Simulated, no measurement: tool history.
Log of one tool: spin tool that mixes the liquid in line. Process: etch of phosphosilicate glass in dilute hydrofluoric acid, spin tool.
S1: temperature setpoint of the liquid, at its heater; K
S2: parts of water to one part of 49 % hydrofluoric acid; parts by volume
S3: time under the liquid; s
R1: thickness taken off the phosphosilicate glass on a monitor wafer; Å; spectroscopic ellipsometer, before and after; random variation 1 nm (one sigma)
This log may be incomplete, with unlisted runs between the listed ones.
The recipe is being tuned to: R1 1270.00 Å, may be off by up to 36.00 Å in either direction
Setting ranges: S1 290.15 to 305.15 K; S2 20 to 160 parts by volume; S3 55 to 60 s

run  hour      S1  S2  S3       R1
  1   0.0  297.15  90  55   560.93
  2   2.8  295.65  90  55   525.23
  3   5.6  297.15  85  55   598.10
  4   8.5  298.15  80  55   673.59
  5  15.0  298.15  95  55   546.37
  6  17.9  299.15  90  55   607.46
  7  26.7  300.15  85  55   673.09
  8  31.7  304.15  50  55  1395.40
  9  34.7  303.65  50  55  1382.30
 10  42.8  303.15  50  55  1371.00
 11  44.3  302.65  50  55  1339.90
 12  51.9  302.65  50  55  1324.90

Below are 4 possible settings for the next run. Only one of them brings all results inside the allowed miss of their targets. Which is it?
  A  59.5  303.65  55  60   ?
  B  59.5  300.15  45  55   ?
  C  59.5  301.65  55  60   ?
  D  59.5  304.65  60  55   ?

move       R1
   A  1359.70
   B  1346.00
   C  1257.20
   D  1178.40
A: the biggest miss grows against the last run
B: the biggest miss grows against the last run
C: hits every target within its allowed miss
D: the result that was furthest off in the last run now lies on the other side of its target
Correct choice: C, which meets every target
